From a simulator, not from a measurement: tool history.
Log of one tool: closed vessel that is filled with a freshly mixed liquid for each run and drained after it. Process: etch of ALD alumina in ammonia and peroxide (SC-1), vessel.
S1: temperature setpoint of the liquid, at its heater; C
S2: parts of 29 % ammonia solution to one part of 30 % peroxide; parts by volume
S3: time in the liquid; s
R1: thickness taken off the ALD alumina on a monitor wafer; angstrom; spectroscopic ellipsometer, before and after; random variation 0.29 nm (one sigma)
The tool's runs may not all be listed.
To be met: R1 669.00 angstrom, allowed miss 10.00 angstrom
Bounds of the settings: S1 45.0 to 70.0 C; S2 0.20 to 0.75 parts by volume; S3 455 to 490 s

| run | hour | S1 | S2 | S3 | R1 |
|---|---|---|---|---|---|
| 1 | 0.0 | 61.0 | 0.45 | 455 | 470.14 |
| 2 | 1.8 | 62.0 | 0.45 | 455 | 493.96 |
| 3 | 7.2 | 63.0 | 0.45 | 455 | 521.89 |
| 4 | 9.9 | 64.0 | 0.45 | 455 | 550.33 |
| 5 | 18.8 | 64.0 | 0.35 | 455 | 532.97 |
| 6 | 23.7 | 64.0 | 0.35 | 455 | 531.30 |
| 7 | 30.0 | 69.5 | 0.35 | 455 | 702.71 |
| 8 | 38.4 | 69.0 | 0.35 | 455 | 687.13 |

5 next moves are on the table. One of them brings every result within its allowed miss. Which?
| A | 46.8 | 69.0 | 0.40 | 465 | ? |
| B | 46.8 | 69.5 | 0.20 | 460 | ? |
| C | 46.8 | 69.0 | 0.35 | 465 | ? |
| D | 46.8 | 68.0 | 0.40 | 485 | ? |
| E | 46.8 | 69.5 | 0.40 | 455 | ? |

| move | R1 |
|---|---|
| A | 704.98 |
| B | 669.13 |
| C | 696.15 |
| D | 700.49 |
| E | 706.67 |
A: further off than the last run
B: meets every target
C: further off than the last run
D: further off than the last run
E: further off than the last run
Answer: B
